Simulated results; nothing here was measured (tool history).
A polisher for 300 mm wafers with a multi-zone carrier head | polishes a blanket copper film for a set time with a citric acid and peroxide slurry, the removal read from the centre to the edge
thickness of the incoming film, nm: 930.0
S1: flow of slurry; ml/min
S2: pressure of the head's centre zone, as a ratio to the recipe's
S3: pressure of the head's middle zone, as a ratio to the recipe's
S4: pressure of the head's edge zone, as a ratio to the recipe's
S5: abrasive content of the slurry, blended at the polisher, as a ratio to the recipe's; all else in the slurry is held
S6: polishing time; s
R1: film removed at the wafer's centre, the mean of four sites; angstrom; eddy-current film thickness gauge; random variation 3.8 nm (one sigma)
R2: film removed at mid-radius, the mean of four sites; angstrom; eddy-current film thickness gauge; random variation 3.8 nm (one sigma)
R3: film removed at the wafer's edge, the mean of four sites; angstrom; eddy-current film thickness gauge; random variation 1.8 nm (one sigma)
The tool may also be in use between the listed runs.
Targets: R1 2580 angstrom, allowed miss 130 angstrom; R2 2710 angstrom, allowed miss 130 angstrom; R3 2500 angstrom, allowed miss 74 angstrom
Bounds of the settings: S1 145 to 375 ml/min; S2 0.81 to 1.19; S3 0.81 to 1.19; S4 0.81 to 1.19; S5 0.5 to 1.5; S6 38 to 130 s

run,hour,S1,S2,S3,S4,S5,S6,R1,R2,R3
1,0,240,1,1,1,1,84,1967.4,1941.7,1923.3
2,3.6,300,1,1,1,1,84,2016.9,2005.9,1966.9
3,11.2,300,0.94,1,1,1,84,1844.9,1989.7,1937.4
4,11.8,300,1,1,1,1,84,1949.1,2009.2,1950.5
5,15.7,325,1,1,1,1,84,1973.1,1959.6,2006.4
6,19.2,325,1,1,1,1.15,84,2027.4,2089.2,2052.9
7,21.7,325,1.04,1.04,1.03,1.25,86,2206.1,2243.5,2157.6
8,30.5,330,1.05,1.06,1.05,1.35,88,2362.4,2357.3,2298.2
9,35.2,330,1.05,1.09,1.06,1.4,89,2363,2382.7,2320.9
10,41,335,1.05,1.11,1.05,1.45,91,2492.3,2518.2,2381.1

Which of these 4 next moves meets every target?
A,46.8,355,1.07,1.14,0.9,1.5,96,?,?,?
B,46.8,350,1.03,1.12,1.05,1.5,94,?,?,?
C,46.8,340,1,1.05,1.12,1.25,95,?,?,?
D,46.8,360,1.14,0.98,1.17,1.5,91,?,?,?

move,R1,R2,R3
A,2670.8,2774.7,2391.1
B,2513.5,2679.8,2518.2
C,2353.3,2471.3,2513.9
D,2699.2,2366.1,2583.6
A: nearer than the last run, and not there yet
B: meets every target
C: brings the result that was furthest off to its target, and leaves another outside
D: takes the result that was furthest off past its target
Move B is the one to make.
